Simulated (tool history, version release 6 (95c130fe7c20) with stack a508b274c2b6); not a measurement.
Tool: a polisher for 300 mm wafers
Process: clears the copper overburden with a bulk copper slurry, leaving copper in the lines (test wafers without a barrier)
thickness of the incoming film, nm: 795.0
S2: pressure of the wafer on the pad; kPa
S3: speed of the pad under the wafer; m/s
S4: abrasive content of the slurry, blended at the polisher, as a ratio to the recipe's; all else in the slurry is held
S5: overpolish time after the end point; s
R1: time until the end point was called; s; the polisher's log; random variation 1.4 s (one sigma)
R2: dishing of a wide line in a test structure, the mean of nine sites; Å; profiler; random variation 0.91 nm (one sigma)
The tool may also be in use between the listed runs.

Run 1, hour 0: flow of slurry (ml/min) 205, S2 17.2 kPa, S3 1.2 m/s, S4 1, S5 18 s. Result: R1 104.38 s, R2 719.72 Å.
Run 2, hour 6.8: flow of slurry (ml/min) 245, S2 17.2 kPa, S3 1.2 m/s, S4 1, S5 18 s. Result: R1 102.27 s, R2 738.32 Å.
Run 3, hour 7.4: flow of slurry (ml/min) 230, S2 17.2 kPa, S3 1.24 m/s, S4 1, S5 16 s. Result: R1 97.376 s, R2 726.35 Å.
Run 4, hour 10.6: flow of slurry (ml/min) 215, S2 16.5 kPa, S3 1.26 m/s, S4 1.05, S5 15 s. Result: R1 101.14 s, R2 649.39 Å.
Run 5, hour 16.6: flow of slurry (ml/min) 215, S2 16.5 kPa, S3 1.28 m/s, S4 1.05, S5 14 s. Result: R1 96.755 s, R2 642.34 Å.
Run 6, hour 20.4: flow of slurry (ml/min) 215, S2 16.5 kPa, S3 1.54 m/s, S4 1.05, S5 14 s. Result: R1 82.071 s, R2 711.14 Å.

Run 7 comes next. What will it give?
Run 7, hour 25.7: flow of slurry (ml/min) 230, S2 13.1 kPa, S3 1.68 m/s, S4 1.15, S5 5 s. Result: R1 ?, R2 ?.

{"run 7": {"R1": 87.062, "R2": 314.92}}

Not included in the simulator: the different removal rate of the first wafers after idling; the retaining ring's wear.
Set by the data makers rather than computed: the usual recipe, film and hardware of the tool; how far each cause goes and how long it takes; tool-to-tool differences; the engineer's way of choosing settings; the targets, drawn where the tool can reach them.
